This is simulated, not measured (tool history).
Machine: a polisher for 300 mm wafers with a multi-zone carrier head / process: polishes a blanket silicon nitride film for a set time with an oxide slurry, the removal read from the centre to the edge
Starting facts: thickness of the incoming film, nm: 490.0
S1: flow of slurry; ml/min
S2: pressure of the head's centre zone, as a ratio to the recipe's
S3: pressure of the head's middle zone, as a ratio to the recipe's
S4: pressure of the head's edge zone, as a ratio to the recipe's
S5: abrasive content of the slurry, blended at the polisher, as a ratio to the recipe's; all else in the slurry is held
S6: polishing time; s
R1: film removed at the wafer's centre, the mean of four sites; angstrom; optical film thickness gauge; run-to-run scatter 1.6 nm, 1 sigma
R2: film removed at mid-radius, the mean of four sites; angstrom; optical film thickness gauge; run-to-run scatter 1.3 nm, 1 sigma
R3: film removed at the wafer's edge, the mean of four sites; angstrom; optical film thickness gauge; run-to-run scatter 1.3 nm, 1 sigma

run 1 hour=0 | S1=130 S2=1 S3=1 S4=1 S5=1 S6=53 | R1=671.74 R2=644.75 R3=642.92
run 2 hour=4.6 | S1=130 S2=1 S3=1.05 S4=1 S5=1 S6=53 | R1=654.76 R2=684.07 R3=664.92
run 3 hour=10.3 | S1=140 S2=1.03 S3=1.05 S4=1.01 S5=1.1 S6=53 | R1=748.53 R2=736.53 R3=704.76
run 4 hour=11.2 | S1=145 S2=1.05 S3=1.06 S4=1.04 S5=1.15 S6=53 | R1=790.07 R2=746.41 R3=738.7
run 5 hour=12 | S1=145 S2=1.05 S3=1.06 S4=1.04 S5=1.05 S6=53 | R1=731.76 R2=745.42 R3=692.18
run 6 hour=17.9 | S1=145 S2=1.05 S3=1.14 S4=1.04 S5=1.05 S6=53 | R1=740.7 R2=779.82 R3=697.15
run 7 hour=20.6 | S1=150 S2=1.06 S3=1.14 S4=1.05 S5=1.15 S6=53 | R1=781.27 R2=832.07 R3=744.48
run 8 hour=23 | S1=155 S2=1.08 S3=1.13 S4=1.06 S5=1.2 S6=53 | R1=820.11 R2=836.93 R3=767.49

What will run 9 give?
run 9 hour=26.6 | S1=155 S2=1.08 S3=1.13 S4=1.06 S5=1.2 S6=53 | R1=? R2=? R3=?

R1: 835.3 angstrom
R2: 836.24 angstrom
R3: 762.3 angstrom
